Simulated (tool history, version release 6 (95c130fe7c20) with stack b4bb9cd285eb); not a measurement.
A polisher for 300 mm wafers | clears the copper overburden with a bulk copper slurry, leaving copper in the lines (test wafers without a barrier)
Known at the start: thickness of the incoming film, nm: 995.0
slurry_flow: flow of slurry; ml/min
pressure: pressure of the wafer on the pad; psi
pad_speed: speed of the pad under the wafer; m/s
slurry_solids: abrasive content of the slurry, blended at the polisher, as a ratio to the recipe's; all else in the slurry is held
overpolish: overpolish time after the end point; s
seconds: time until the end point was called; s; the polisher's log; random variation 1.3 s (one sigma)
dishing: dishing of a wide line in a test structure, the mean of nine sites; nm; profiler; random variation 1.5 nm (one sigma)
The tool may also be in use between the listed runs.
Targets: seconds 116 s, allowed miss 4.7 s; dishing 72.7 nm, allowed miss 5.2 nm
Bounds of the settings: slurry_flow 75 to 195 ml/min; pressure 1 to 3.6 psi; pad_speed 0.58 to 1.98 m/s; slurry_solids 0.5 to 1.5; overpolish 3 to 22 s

run	day	slurry_flow	pressure	pad_speed	slurry_solids	overpolish	seconds	dishing
1	0	125	2.3	1.28	1	11	86.332	64.966
2	0.362	120	2.2	1.28	1	12	92.665	67.088
3	0.625	120	2.2	1.28	1	15	91.99	76.424
4	0.912	120	2.2	1.28	1.2	15	88.92	80.658
5	1.133	135	2.2	1.28	1.2	15	86.817	78.519
6	1.258	135	2.2	1.06	1.2	15	105.13	73.266
7	1.367	130	2.2	1.06	1.2	15	105.62	70.475
8	1.483	125	2.2	1.06	1.2	15	104.04	69.271
9	1.617	125	2.1	1.06	1.2	16	110.17	73.32

4 next moves are on the table. One of them brings every result within its allowed miss. Which?
A	1.75	110	1.4	1.38	1.15	21	?	?
B	1.75	145	2.2	0.8	1.35	19	?	?
C	1.75	105	1.8	1.14	1.15	19	?	?
D	1.75	155	2.7	0.76	1.05	17	?	?

move	seconds	dishing
A	129.48	71.338
B	129	72.825
C	124.01	72.334
D	115.62	74.831
A: takes the result that was furthest off past its target
B: takes the result that was furthest off past its target
C: takes the result that was furthest off past its target
D: meets every target
Answer: D

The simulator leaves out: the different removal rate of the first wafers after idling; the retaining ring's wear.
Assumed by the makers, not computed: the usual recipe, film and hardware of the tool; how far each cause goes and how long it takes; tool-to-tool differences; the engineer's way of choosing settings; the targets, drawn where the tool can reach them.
